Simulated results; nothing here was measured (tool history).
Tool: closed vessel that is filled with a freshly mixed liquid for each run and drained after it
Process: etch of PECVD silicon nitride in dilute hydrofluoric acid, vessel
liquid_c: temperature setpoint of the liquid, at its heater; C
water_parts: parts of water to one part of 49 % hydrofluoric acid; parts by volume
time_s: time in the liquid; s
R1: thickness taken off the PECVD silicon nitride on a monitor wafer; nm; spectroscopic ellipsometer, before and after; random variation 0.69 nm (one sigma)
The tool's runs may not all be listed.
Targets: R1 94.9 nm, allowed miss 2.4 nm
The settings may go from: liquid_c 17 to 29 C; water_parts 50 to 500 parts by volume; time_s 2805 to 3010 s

Run 1, hour 0: liquid_c 21 C, water_parts 275 parts by volume, time_s 2805 s. Result: R1 27.208 nm.
Run 2, hour 1.5: liquid_c 22.5 C, water_parts 235 parts by volume, time_s 2810 s. Result: R1 35.553 nm.
Run 3, hour 4.6: liquid_c 24 C, water_parts 205 parts by volume, time_s 2810 s. Result: R1 43.747 nm.
Run 4, hour 12.8: liquid_c 24 C, water_parts 205 parts by volume, time_s 2805 s. Result: R1 43.836 nm.
Run 5, hour 17: liquid_c 24 C, water_parts 270 parts by volume, time_s 2805 s. Result: R1 33.872 nm.
Run 6, hour 23.6: liquid_c 20.5 C, water_parts 270 parts by volume, time_s 2805 s. Result: R1 26.953 nm.
Run 7, hour 30: liquid_c 22 C, water_parts 235 parts by volume, time_s 2810 s. Result: R1 33.658 nm.
Run 8, hour 38.1: liquid_c 23.5 C, water_parts 205 parts by volume, time_s 2810 s. Result: R1 43.537 nm.
Run 9, hour 45: liquid_c 24.5 C, water_parts 185 parts by volume, time_s 2810 s. Result: R1 50.475 nm.
Run 10, hour 47.4: liquid_c 25.5 C, water_parts 170 parts by volume, time_s 2810 s. Result: R1 59.142 nm.
Run 11, hour 56.9: liquid_c 26 C, water_parts 160 parts by volume, time_s 2810 s. Result: R1 63.676 nm.
Run 12, hour 65.8: liquid_c 26.5 C, water_parts 150 parts by volume, time_s 2810 s. Result: R1 70.715 nm.
Run 13, hour 72.4: liquid_c 27 C, water_parts 145 parts by volume, time_s 2810 s. Result: R1 76.207 nm.
Run 14, hour 76.3: liquid_c 27 C, water_parts 145 parts by volume, time_s 2810 s. Result: R1 75.078 nm.
Run 15, hour 84.1: liquid_c 27.5 C, water_parts 140 parts by volume, time_s 2810 s. Result: R1 80.42 nm.

4 next moves are on the table. One of them brings every result within its allowed miss. Which?
Run A, hour 91.9: liquid_c 28.5 C, water_parts 145 parts by volume, time_s 3010 s. Result: R1 ?.
Run B, hour 91.9: liquid_c 28 C, water_parts 130 parts by volume, time_s 2845 s. Result: R1 ?.
Run C, hour 91.9: liquid_c 25.5 C, water_parts 120 parts by volume, time_s 3010 s. Result: R1 ?.
Run D, hour 91.9: liquid_c 28 C, water_parts 125 parts by volume, time_s 2885 s. Result: R1 ?.

move      R1
   A  88.751
   B   90.74
   C  88.682
   D  95.708
A: nearer than the last run, and not there yet
B: nearer than the last run, and not there yet
C: nearer than the last run, and not there yet
D: meets every target
The right move is D.

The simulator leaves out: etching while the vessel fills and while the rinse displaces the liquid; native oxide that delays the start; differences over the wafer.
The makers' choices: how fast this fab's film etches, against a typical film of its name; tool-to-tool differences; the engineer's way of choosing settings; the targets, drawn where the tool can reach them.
